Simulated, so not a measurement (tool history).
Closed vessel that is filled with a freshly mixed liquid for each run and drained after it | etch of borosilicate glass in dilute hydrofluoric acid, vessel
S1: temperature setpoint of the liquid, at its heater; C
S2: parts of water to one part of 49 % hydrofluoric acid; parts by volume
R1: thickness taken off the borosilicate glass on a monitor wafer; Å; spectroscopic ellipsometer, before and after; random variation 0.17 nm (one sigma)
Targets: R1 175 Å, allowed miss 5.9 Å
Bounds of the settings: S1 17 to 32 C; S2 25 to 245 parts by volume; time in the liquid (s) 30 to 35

run 1 hour=0 | S1=24 S2=135 time_in_the_liquid_(s)=35 | R1=77.326
run 2 hour=3.7 | S1=24 S2=135 time_in_the_liquid_(s)=30 | R1=64.421
run 3 hour=7 | S1=24 S2=185 time_in_the_liquid_(s)=30 | R1=45.357
run 4 hour=12.5 | S1=24 S2=135 time_in_the_liquid_(s)=30 | R1=65.054
run 5 hour=16.4 | S1=24 S2=155 time_in_the_liquid_(s)=30 | R1=55.647
run 6 hour=22 | S1=25 S2=135 time_in_the_liquid_(s)=30 | R1=68.359
run 7 hour=29 | S1=26 S2=120 time_in_the_liquid_(s)=30 | R1=79.614
run 8 hour=36.4 | S1=26 S2=120 time_in_the_liquid_(s)=30 | R1=81.468
run 9 hour=44.5 | S1=27 S2=110 time_in_the_liquid_(s)=30 | R1=94.656
run 10 hour=47.6 | S1=28 S2=100 time_in_the_liquid_(s)=30 | R1=106.94
run 11 hour=48.5 | S1=32 S2=50 time_in_the_liquid_(s)=30 | R1=272.81
run 12 hour=57.3 | S1=31 S2=50 time_in_the_liquid_(s)=30 | R1=265.29
run 13 hour=61.9 | S1=29.5 S2=50 time_in_the_liquid_(s)=30 | R1=243.39
run 14 hour=64.6 | S1=28.5 S2=50 time_in_the_liquid_(s)=30 | R1=232.57
run 15 hour=67 | S1=27.5 S2=50 time_in_the_liquid_(s)=30 | R1=226.4

5 next moves are on the table. One of them brings every result within its allowed miss. Which?
run A hour=69.4 | S1=30 S2=75 time_in_the_liquid_(s)=30 | R1=?
run B hour=69.4 | S1=29.5 S2=75 time_in_the_liquid_(s)=30 | R1=?
run C hour=69.4 | S1=26 S2=65 time_in_the_liquid_(s)=30 | R1=?
run D hour=69.4 | S1=28 S2=65 time_in_the_liquid_(s)=30 | R1=?
run E hour=69.4 | S1=25 S2=55 time_in_the_liquid_(s)=30 | R1=?

move=A R1=159.83
move=B R1=156.79
move=C R1=159.92
move=D R1=173.13
move=E R1=184.01
A: takes the result that was furthest off past its target
B: takes the result that was furthest off past its target
C: takes the result that was furthest off past its target
D: meets every target
E: nearer than the last run, and not there yet
Move D is the one to make.
